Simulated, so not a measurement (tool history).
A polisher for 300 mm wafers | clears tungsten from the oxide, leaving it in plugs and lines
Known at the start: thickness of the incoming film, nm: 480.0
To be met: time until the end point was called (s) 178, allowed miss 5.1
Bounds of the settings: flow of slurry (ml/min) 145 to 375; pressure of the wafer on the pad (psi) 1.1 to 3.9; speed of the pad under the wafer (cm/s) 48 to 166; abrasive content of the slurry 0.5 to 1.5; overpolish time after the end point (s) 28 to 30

run  hour  flow of slurry (ml/min)  pressure of the wafer on the pad (psi)  speed of the pad under the wafer (cm/s)  abrasive content of the slurry  overpolish time after the end point (s)  time until the end point was called (s)
  1     0                      240                                     2.5                                      106                               1                                       28                                   153.04
  2   2.4                      240                                     2.5                                      106                               1                                       30                                   151.65
  3   8.6                      240                                     2.5                                      106                            1.15                                       30                                   148.08
  4    17                      235                                     2.4                                      106                            1.15                                       30                                   154.42
  5  22.7                      205                                     2.4                                      106                            1.15                                       30                                      153
  6    27                      205                                     2.4                                      106                            0.95                                       30                                   164.78
  7  28.1                      200                                     2.3                                      106                            0.95                                       30                                   169.13
     35.2  -- slurry tank refilled with fresh slurry and peroxide
  8  35.2                      200                                     2.1                                      106                            0.95                                       30                                   168.35

Which of these 4 next moves meets every target?
  A  42.3                      220                                     2.1                                      100                            1.15                                       28                                        ?
  B  42.3                      235                                     2.7                                       86                             0.8                                       30                                        ?
  C  42.3                      155                                     2.2                                       92                            1.05                                       28                                        ?
  D  42.3                      235                                     1.6                                      148                            1.25                                       28                                        ?

move  time until the end point was called (s)
   A                                   162.21
   B                                   155.71
   C                                   174.63
   D                                    151.2
A: further off than the last run
B: further off than the last run
C: meets every target
D: further off than the last run
The right move is C.
